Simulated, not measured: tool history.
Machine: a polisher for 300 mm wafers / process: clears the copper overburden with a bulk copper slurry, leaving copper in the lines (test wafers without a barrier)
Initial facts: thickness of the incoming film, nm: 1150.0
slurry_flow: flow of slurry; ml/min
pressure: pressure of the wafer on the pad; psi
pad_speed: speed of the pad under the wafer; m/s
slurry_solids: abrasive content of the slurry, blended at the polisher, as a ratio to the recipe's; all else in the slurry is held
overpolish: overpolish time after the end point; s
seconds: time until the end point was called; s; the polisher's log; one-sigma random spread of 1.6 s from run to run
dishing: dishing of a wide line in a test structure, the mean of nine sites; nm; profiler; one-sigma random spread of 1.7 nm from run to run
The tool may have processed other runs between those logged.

run  hour  slurry_flow  pressure  pad_speed  slurry_solids  overpolish  seconds  dishing
  1     0          135       3.3        1.4              1          16   72.178   120.78
  2   6.1          135       3.1       1.38              1          17   77.938   121.22
  3  11.7          135       3.1       1.38              1          21    73.78   131.09
  4  13.6          135       2.9       1.36              1          22   82.957   125.95
  5  14.1          135       2.9       1.36            1.1          22   81.074   126.66
  6  20.9          135       2.7       1.36            1.1          23   88.022   124.35
  7  25.3          135       2.6       1.36            1.1          23   90.673   120.17
  8  32.9          125       1.8       1.32            1.1          27   135.54   99.482
  9  39.1          130       1.8       1.32            1.1          27   135.66   102.83
 10  39.7          135       1.8       1.32            1.1          27    130.4   105.79
 11  41.8          140       1.8       1.32            1.1          27   133.25   106.24
 12  49.2          145       1.8       1.32            1.1          26   128.14   100.31
 13  57.1          150       1.8       1.32            1.1          26   132.91   100.67

What does the tool deliver on the next run?
 14  58.3          150       1.9       1.32            1.1          26        ?        ?

seconds: 123.84 s
dishing: 106.45 nm

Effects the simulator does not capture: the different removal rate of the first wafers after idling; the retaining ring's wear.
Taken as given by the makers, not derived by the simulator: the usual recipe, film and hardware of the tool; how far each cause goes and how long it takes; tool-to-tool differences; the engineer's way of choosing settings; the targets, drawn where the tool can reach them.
